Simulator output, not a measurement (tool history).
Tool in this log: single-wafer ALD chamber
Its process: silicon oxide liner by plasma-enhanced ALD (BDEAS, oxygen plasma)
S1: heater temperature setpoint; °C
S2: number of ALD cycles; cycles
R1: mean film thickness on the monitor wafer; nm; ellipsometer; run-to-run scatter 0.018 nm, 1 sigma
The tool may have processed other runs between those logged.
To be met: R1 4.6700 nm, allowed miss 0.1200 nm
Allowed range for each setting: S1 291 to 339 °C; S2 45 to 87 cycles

run  hour   S1  S2      R1
  1   0.0  315  66  6.1707
  2   0.5  315  63  5.9202
  3   1.9  315  60  5.5753
  4   3.7  315  58  5.4147
  5  12.5  315  63  5.9043
  6  15.5  315  61  5.7220
  7  22.1  315  59  5.5408
  8  23.1  315  57  5.3428
  9  28.0  315  56  5.2575
 10  29.6  315  55  5.1841
 11  34.9  315  54  5.0737
 12  43.5  315  53  4.9542
 13  49.8  316  48  4.4938

Pick the move, out of 4, that brings all results within their allowed miss; only one does.
  A  56.1  302  45   ?
  B  56.1  316  47   ?
  C  56.1  333  47   ?
  D  56.1  312  50   ?

move      R1
   A  4.3152
   B  4.4064
   C  4.2843
   D  4.7183
A: its largest miss is bigger than the last run's
B: its largest miss is bigger than the last run's
C: its largest miss is bigger than the last run's
D: all results land within tolerance of their targets
Correct choice: D, which meets every target
